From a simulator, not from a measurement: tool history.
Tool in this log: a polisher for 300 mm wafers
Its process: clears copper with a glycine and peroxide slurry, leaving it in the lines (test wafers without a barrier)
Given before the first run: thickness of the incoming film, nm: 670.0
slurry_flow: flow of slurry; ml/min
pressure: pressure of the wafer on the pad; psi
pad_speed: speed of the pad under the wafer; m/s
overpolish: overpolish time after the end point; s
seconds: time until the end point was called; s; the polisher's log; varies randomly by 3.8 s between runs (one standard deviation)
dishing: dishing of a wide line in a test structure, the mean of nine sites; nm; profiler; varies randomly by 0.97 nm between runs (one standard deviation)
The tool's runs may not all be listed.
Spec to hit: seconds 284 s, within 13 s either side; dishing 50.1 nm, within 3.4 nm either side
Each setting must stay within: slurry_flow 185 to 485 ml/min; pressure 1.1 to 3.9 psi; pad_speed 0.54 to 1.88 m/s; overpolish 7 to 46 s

{"run": 1, "hour": 0.0, "slurry_flow": 310, "pressure": 2.5, "pad_speed": 1.2, "overpolish": 24, "seconds": 116.16, "dishing": 81.691}
{"run": 2, "hour": 5.4, "slurry_flow": 310, "pressure": 2.7, "pad_speed": 1.2, "overpolish": 24, "seconds": 108.68, "dishing": 81.303}
{"run": 3, "hour": 7.9, "slurry_flow": 310, "pressure": 2.7, "pad_speed": 0.98, "overpolish": 24, "seconds": 125.8, "dishing": 78.933}
{"run": 4, "hour": 11.3, "slurry_flow": 310, "pressure": 2.7, "pad_speed": 1.18, "overpolish": 24, "seconds": 109.93, "dishing": 83.69}
{"run": 5, "hour": 14.6, "slurry_flow": 305, "pressure": 2.3, "pad_speed": 1.04, "overpolish": 24, "seconds": 137.99, "dishing": 70.048}
{"run": 6, "hour": 15.6, "slurry_flow": 360, "pressure": 2.3, "pad_speed": 1.04, "overpolish": 24, "seconds": 134.93, "dishing": 69.51}
{"run": 7, "hour": 16.5, "slurry_flow": 330, "pressure": 1.6, "pad_speed": 0.7, "overpolish": 30, "seconds": 244.85, "dishing": 57.009}
{"run": 8, "hour": 19.3, "slurry_flow": 330, "pressure": 1.5, "pad_speed": 0.7, "overpolish": 30, "seconds": 256.12, "dishing": 54.061}
{"run": 9, "hour": 23.9, "slurry_flow": 330, "pressure": 1.4, "pad_speed": 0.7, "overpolish": 30, "seconds": 264.01, "dishing": 53.551}

Below are 4 possible settings for the next run. Only one of them brings all results inside the allowed miss of their targets. Which is it?
{"run": "A", "hour": 28.5, "slurry_flow": 345, "pressure": 1.4, "pad_speed": 0.74, "overpolish": 28, "seconds": "?", "dishing": "?"}
{"run": "B", "hour": 28.5, "slurry_flow": 315, "pressure": 1.5, "pad_speed": 0.7, "overpolish": 31, "seconds": "?", "dishing": "?"}
{"run": "C", "hour": 28.5, "slurry_flow": 260, "pressure": 1.9, "pad_speed": 0.58, "overpolish": 31, "seconds": "?", "dishing": "?"}
{"run": "D", "hour": 28.5, "slurry_flow": 385, "pressure": 1.1, "pad_speed": 0.78, "overpolish": 31, "seconds": "?", "dishing": "?"}

move=A seconds=249.79 dishing=50.542
move=B seconds=249.04 dishing=55.049
move=C seconds=244.39 dishing=56.796
move=D seconds=279.2 dishing=49.72
A: lands further from the targets than the last run did
B: lands further from the targets than the last run did
C: lands further from the targets than the last run did
D: in spec on every target
Go with D: it meets all targets.
